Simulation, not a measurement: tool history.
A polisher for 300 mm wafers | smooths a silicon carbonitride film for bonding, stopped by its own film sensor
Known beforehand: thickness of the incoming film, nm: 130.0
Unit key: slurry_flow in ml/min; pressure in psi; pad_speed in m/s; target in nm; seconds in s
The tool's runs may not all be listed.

Run 1, day 0: slurry_flow 275 ml/min, pressure 1.9 psi, pad_speed 1.04 m/s, slurry_solids 1, target 112 nm. Result: seconds 74.809 s.
Run 2, day 0.046: slurry_flow 275 ml/min, pressure 2.1 psi, pad_speed 1.06 m/s, slurry_solids 1, target 112 nm. Result: seconds 67.135 s.
Run 3, day 0.204: slurry_flow 275 ml/min, pressure 2.1 psi, pad_speed 1.06 m/s, slurry_solids 1.1, target 112 nm. Result: seconds 63.534 s.
Run 4, day 0.525: slurry_flow 275 ml/min, pressure 2.1 psi, pad_speed 1.24 m/s, slurry_solids 1.1, target 112 nm. Result: seconds 56.613 s.
Run 5, day 0.779: slurry_flow 275 ml/min, pressure 2.2 psi, pad_speed 1.24 m/s, slurry_solids 1.1, target 112 nm. Result: seconds 54.17 s.
Run 6, day 0.942: slurry_flow 275 ml/min, pressure 2.3 psi, pad_speed 1.24 m/s, slurry_solids 1.1, target 112 nm. Result: seconds 52.756 s.
Run 7, day 1.154: slurry_flow 275 ml/min, pressure 2.3 psi, pad_speed 1.24 m/s, slurry_solids 1.1, target 112 nm. Result: seconds 51.219 s.
Run 8, day 1.404: slurry_flow 275 ml/min, pressure 2.4 psi, pad_speed 1.24 m/s, slurry_solids 1.1, target 112 nm. Result: seconds 51.913 s.
Run 9, day 1.621: slurry_flow 275 ml/min, pressure 2.5 psi, pad_speed 1.26 m/s, slurry_solids 1.1, target 112 nm. Result: seconds 48.021 s.

The next listed run, before its measurement:
Run 10, day 1.962: slurry_flow 275 ml/min, pressure 2.6 psi, pad_speed 1.26 m/s, slurry_solids 1.1, target 112 nm. Result: seconds ?.

{"run 10": {"seconds": 47.542}}
